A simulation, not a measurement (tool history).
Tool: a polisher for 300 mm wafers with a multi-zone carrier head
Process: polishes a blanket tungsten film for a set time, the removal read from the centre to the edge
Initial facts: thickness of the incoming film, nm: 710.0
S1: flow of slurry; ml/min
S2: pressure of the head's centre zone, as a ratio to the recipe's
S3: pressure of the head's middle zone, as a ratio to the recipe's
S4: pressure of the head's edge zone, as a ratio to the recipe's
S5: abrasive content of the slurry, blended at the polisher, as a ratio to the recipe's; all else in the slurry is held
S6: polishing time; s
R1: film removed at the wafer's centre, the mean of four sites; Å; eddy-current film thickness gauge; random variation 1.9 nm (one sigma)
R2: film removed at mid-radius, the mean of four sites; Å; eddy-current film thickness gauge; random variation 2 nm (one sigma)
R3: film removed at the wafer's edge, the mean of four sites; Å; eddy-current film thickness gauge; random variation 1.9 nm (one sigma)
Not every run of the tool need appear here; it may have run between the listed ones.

| run | hour | S1 | S2 | S3 | S4 | S5 | S6 | R1 | R2 | R3 |
|---|---|---|---|---|---|---|---|---|---|---|
| 1 | 0.0 | 195 | 1.00 | 1.00 | 1.00 | 1.00 | 59 | 2673.4 | 2689.5 | 2708.7 |
| 2 | 6.0 | 230 | 1.00 | 1.00 | 1.00 | 1.00 | 59 | 2685.6 | 2749.8 | 2733.3 |
| 3 | 6.7 | 185 | 1.00 | 1.00 | 1.00 | 1.00 | 59 | 2608.6 | 2714.1 | 2763.9 |
| 4 | 8.3 | 195 | 1.00 | 0.99 | 0.98 | 0.90 | 52 | 2296.7 | 2348.3 | 2416.6 |
| 5 | 16.1 | 180 | 1.02 | 0.99 | 0.94 | 0.80 | 46 | 2044.1 | 1984.2 | 1961.2 |
| 6 | 21.3 | 135 | 1.02 | 0.99 | 0.94 | 0.80 | 46 | 1965.0 | 1931.5 | 1947.9 |
| 7 | 30.0 | 140 | 1.02 | 0.99 | 0.93 | 0.75 | 43 | 1879.6 | 1801.1 | 1794.0 |
| 8 | 32.1 | 140 | 1.01 | 0.99 | 0.92 | 0.70 | 41 | 1720.5 | 1712.8 | 1684.0 |
| 9 | 39.1 | 145 | 1.01 | 0.98 | 0.91 | 0.65 | 39 | 1648.9 | 1642.9 | 1584.8 |
| 10 | 46.3 | 145 | 1.01 | 0.97 | 0.90 | 0.60 | 38 | 1558.8 | 1530.0 | 1560.4 |
| 11 | 51.8 | 145 | 1.01 | 0.98 | 0.89 | 0.60 | 37 | 1544.5 | 1469.0 | 1543.8 |
| 12 | 53.9 | 140 | 1.02 | 1.00 | 0.90 | 0.60 | 36 | 1525.1 | 1489.3 | 1467.1 |
| 13 | 59.2 | 140 | 1.02 | 1.01 | 0.89 | 0.60 | 36 | 1527.2 | 1518.4 | 1439.0 |

What does the tool deliver on the next run?
| 14 | 60.1 | 140 | 1.02 | 1.01 | 0.88 | 0.60 | 36 | ? | ? | ? |

{"run 14": {"R1": 1526.1, "R2": 1471.9, "R3": 1452.7}}
